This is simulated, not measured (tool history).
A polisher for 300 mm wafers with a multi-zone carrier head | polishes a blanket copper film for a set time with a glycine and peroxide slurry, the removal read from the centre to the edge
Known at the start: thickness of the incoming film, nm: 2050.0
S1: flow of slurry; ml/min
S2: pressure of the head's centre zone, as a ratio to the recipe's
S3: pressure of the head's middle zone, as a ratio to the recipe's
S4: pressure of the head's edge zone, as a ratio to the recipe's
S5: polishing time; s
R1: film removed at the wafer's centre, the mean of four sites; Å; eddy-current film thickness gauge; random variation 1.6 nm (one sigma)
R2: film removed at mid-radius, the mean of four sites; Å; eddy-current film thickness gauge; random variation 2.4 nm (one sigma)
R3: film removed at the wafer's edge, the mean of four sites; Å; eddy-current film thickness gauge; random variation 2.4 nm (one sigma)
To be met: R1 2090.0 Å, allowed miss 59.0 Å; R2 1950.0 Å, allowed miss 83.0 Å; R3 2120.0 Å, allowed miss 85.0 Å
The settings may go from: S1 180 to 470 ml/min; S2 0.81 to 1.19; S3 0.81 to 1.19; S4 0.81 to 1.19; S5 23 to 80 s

run,hour,S1,S2,S3,S4,S5,R1,R2,R3
1,0.0,300,1.00,1.00,1.00,51,2784.8,2832.7,2903.0
2,2.6,300,1.00,1.07,1.00,51,2798.2,2939.9,2877.4
3,8.6,300,0.94,1.07,1.00,51,2652.3,2941.8,2878.0
4,15.0,300,0.94,1.07,1.04,51,2643.3,3018.4,2917.2
5,20.9,300,0.95,1.05,1.02,49,2580.8,2814.8,2761.8
6,21.4,300,0.95,1.05,0.99,49,2566.4,2753.4,2702.6
7,28.3,300,0.94,1.03,0.97,48,2502.4,2688.2,2734.6
8,36.5,300,0.94,1.03,0.97,48,2506.4,2700.9,2657.1
9,37.8,300,0.94,1.01,0.96,47,2390.0,2649.3,2605.3
10,41.9,295,0.96,0.99,0.96,46,2433.4,2600.3,2544.7
11,43.4,315,0.97,0.97,0.97,44,2357.4,2447.6,2469.0
12,47.1,320,0.98,0.95,0.97,43,2348.8,2350.4,2347.3
13,54.5,315,0.98,0.93,0.98,42,2286.8,2271.7,2382.2
14,55.7,305,0.96,0.83,0.88,38,2019.5,1908.1,2018.8
15,58.8,305,0.96,0.83,0.89,38,2002.5,1961.0,2067.2
16,63.0,305,0.96,0.83,0.90,38,2014.1,1955.1,2071.1
17,66.9,305,0.96,0.83,0.90,38,2007.6,1931.2,2022.5
18,75.1,305,0.96,0.83,0.91,38,2001.7,1872.4,2034.7

5 next moves are on the table. One of them brings every result within its allowed miss. Which?
A,83.3,360,1.00,0.85,1.00,37,?,?,?
B,83.3,380,0.93,0.89,1.03,35,?,?,?
C,83.3,330,0.99,0.83,0.84,36,?,?,?
D,83.3,310,1.02,0.91,0.81,37,?,?,?
E,83.3,335,0.93,0.98,0.81,37,?,?,?

move,R1,R2,R3
A,2074.1,1960.7,2097.7
B,1830.3,1905.6,2012.8
C,1986.0,1875.6,1900.0
D,2095.4,2012.9,1920.1
E,1919.8,2105.0,1925.9
A: meets every target
B: further off than the last run
C: further off than the last run
D: brings the result that was furthest off to its target, and leaves another outside
E: further off than the last run
Answer: A
